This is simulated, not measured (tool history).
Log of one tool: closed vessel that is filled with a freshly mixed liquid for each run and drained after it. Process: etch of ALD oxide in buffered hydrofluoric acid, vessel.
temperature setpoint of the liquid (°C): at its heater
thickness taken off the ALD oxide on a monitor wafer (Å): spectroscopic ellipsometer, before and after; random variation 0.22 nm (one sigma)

run	day	temperature setpoint of the liquid (°C)	parts of 40 % ammonium fluoride to one part of 49 % hydrofluoric acid (parts by volume)	time in the liquid (s)	thickness taken off the ALD oxide on a monitor wafer (Å)
1	0	23	13	95	893.32
2	0.296	21.5	14	95	769.01
3	0.646	21.5	17.5	95	617.19
4	0.696	20.5	17.5	95	584.08
5	0.875	19.5	17.5	95	557.72
6	1.204	19.5	17.5	100	578.55
7	1.296	19	17.5	100	569.17

The next listed run, before its measurement:
8	1.604	18.5	18	100	?

thickness taken off the ALD oxide on a monitor wafer (Å): 535.37
